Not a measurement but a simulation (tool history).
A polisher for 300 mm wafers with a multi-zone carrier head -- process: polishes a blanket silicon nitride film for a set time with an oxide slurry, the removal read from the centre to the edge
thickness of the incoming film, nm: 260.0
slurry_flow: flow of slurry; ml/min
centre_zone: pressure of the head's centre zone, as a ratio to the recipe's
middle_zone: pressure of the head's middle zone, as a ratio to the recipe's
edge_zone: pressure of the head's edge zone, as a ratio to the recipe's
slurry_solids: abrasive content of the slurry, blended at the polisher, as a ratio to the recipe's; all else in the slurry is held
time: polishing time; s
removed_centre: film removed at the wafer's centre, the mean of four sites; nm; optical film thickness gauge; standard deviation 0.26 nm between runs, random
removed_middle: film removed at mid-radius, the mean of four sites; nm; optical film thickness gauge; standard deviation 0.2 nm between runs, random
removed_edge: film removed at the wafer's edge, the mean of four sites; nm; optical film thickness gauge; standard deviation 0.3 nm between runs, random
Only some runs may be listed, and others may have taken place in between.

Run 1, hour 0: slurry_flow 265 ml/min, centre_zone 1, middle_zone 1, edge_zone 1, slurry_solids 1, time 74 s. Result: removed_centre 50.712 nm, removed_middle 50.798 nm, removed_edge 51.438 nm.
Run 2, hour 3.2: slurry_flow 265 ml/min, centre_zone 1, middle_zone 1, edge_zone 1, slurry_solids 1, time 56 s. Result: removed_centre 38.674 nm, removed_middle 38.486 nm, removed_edge 38.926 nm.
Run 3, hour 10.1: slurry_flow 265 ml/min, centre_zone 0.99, middle_zone 1.01, edge_zone 0.98, slurry_solids 0.95, time 55 s. Result: removed_centre 36.487 nm, removed_middle 36.834 nm, removed_edge 36.754 nm.
Run 4, hour 16.9: slurry_flow 265 ml/min, centre_zone 0.99, middle_zone 1.01, edge_zone 0.98, slurry_solids 0.95, time 74 s. Result: removed_centre 49.386 nm, removed_middle 49.981 nm, removed_edge 48.241 nm.
Run 5, hour 18.8: slurry_flow 320 ml/min, centre_zone 0.99, middle_zone 1.01, edge_zone 0.98, slurry_solids 0.95, time 74 s. Result: removed_centre 50.086 nm, removed_middle 50.669 nm, removed_edge 50.477 nm.
Run 6, hour 22.8: slurry_flow 310 ml/min, centre_zone 0.97, middle_zone 1.01, edge_zone 0.96, slurry_solids 0.9, time 72 s. Result: removed_centre 45.841 nm, removed_middle 48.1 nm, removed_edge 47.351 nm.
Run 7, hour 24.6: slurry_flow 325 ml/min, centre_zone 0.97, middle_zone 1.07, edge_zone 0.86, slurry_solids 0.65, time 51 s. Result: removed_centre 28.205 nm, removed_middle 30.43 nm, removed_edge 26.726 nm.
Run 8, hour 26.9: slurry_flow 320 ml/min, centre_zone 0.96, middle_zone 1.07, edge_zone 0.85, slurry_solids 0.65, time 51 s. Result: removed_centre 27.836 nm, removed_middle 30.259 nm, removed_edge 26.236 nm.

Run 9, settings as shown, results not yet in. Your forecast:
Run 9, hour 33.2: slurry_flow 315 ml/min, centre_zone 0.95, middle_zone 1.07, edge_zone 0.85, slurry_solids 0.65, time 51 s. Result: removed_centre ?, removed_middle ?, removed_edge ?.

removed_centre: 26.755 nm
removed_middle: 30.233 nm
removed_edge: 26.725 nm

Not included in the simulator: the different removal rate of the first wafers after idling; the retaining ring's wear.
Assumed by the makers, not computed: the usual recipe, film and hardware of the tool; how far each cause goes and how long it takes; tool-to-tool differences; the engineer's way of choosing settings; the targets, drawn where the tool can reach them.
